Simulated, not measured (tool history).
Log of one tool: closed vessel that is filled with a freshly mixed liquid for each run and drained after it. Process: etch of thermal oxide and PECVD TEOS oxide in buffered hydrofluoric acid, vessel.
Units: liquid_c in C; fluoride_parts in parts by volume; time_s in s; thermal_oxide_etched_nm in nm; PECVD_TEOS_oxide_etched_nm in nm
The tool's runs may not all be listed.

Run 1, hour 0.0: liquid_c 21.0 C, fluoride_parts 9.5 parts by volume, time_s 60 s. Result: thermal_oxide_etched_nm 65.582 nm, PECVD_TEOS_oxide_etched_nm 92.554 nm.
Run 2, hour 1.0: liquid_c 21.0 C, fluoride_parts 11.0 parts by volume, time_s 60 s. Result: thermal_oxide_etched_nm 58.652 nm, PECVD_TEOS_oxide_etched_nm 80.987 nm.
Run 3, hour 2.9: liquid_c 23.5 C, fluoride_parts 9.5 parts by volume, time_s 60 s. Result: thermal_oxide_etched_nm 76.081 nm, PECVD_TEOS_oxide_etched_nm 105.060 nm.
Run 4, hour 8.2: liquid_c 24.5 C, fluoride_parts 9.5 parts by volume, time_s 60 s. Result: thermal_oxide_etched_nm 79.780 nm, PECVD_TEOS_oxide_etched_nm 110.960 nm.
Run 5, hour 10.8: liquid_c 26.0 C, fluoride_parts 8.5 parts by volume, time_s 60 s. Result: thermal_oxide_etched_nm 96.564 nm, PECVD_TEOS_oxide_etched_nm 132.860 nm.
Run 6, hour 17.2: liquid_c 27.0 C, fluoride_parts 7.5 parts by volume, time_s 60 s. Result: thermal_oxide_etched_nm 115.900 nm, PECVD_TEOS_oxide_etched_nm 159.430 nm.

Forecast run 7:
Run 7, hour 23.5: liquid_c 29.0 C, fluoride_parts 6.5 parts by volume, time_s 60 s. Result: thermal_oxide_etched_nm ?, PECVD_TEOS_oxide_etched_nm ?.

thermal_oxide_etched_nm: 148.710 nm
PECVD_TEOS_oxide_etched_nm: 204.350 nm
